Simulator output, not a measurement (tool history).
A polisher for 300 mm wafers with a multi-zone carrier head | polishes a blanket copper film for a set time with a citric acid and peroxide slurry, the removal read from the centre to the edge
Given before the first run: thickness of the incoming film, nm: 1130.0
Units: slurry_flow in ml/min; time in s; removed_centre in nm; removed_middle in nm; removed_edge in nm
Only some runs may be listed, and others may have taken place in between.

run 1 hour=0 | slurry_flow=150 centre_zone=1 middle_zone=1 edge_zone=1 slurry_solids=1 time=66 | removed_centre=156.86 removed_middle=166.51 removed_edge=161.56
run 2 hour=8 | slurry_flow=145 centre_zone=1.01 middle_zone=1 edge_zone=0.97 slurry_solids=0.9 time=65 | removed_centre=153.91 removed_middle=158.92 removed_edge=153.45
run 3 hour=14.3 | slurry_flow=145 centre_zone=1.01 middle_zone=1 edge_zone=0.97 slurry_solids=0.7 time=65 | removed_centre=146.74 removed_middle=153.04 removed_edge=147.2
run 4 hour=15.8 | slurry_flow=145 centre_zone=0.94 middle_zone=1 edge_zone=0.97 slurry_solids=0.7 time=65 | removed_centre=141.07 removed_middle=150.91 removed_edge=147.84
run 5 hour=17.8 | slurry_flow=145 centre_zone=0.94 middle_zone=1 edge_zone=0.97 slurry_solids=0.6 time=65 | removed_centre=131.58 removed_middle=148.27 removed_edge=143.11
run 6 hour=21.1 | slurry_flow=140 centre_zone=0.96 middle_zone=1 edge_zone=0.94 slurry_solids=0.6 time=65 | removed_centre=136.35 removed_middle=146.8 removed_edge=140.51
run 7 hour=23.7 | slurry_flow=135 centre_zone=0.97 middle_zone=1.01 edge_zone=0.92 slurry_solids=0.6 time=65 | removed_centre=134.58 removed_middle=145.83 removed_edge=137.96
run 8 hour=25 | slurry_flow=135 centre_zone=0.99 middle_zone=1.02 edge_zone=0.9 slurry_solids=0.6 time=65 | removed_centre=137.97 removed_middle=149.31 removed_edge=134.67
run 9 hour=33 | slurry_flow=130 centre_zone=1 middle_zone=1.02 edge_zone=0.89 slurry_solids=0.6 time=65 | removed_centre=139.71 removed_middle=146.35 removed_edge=135.65

Run 10 is up next; what results do you expect?
run 10 hour=35.4 | slurry_flow=130 centre_zone=1 middle_zone=1.03 edge_zone=0.88 slurry_solids=0.6 time=65 | removed_centre=? removed_middle=? removed_edge=?

Run 10 came out at removed_centre 136.54 nm, removed_middle 148.05 nm, removed_edge 134.13 nm.
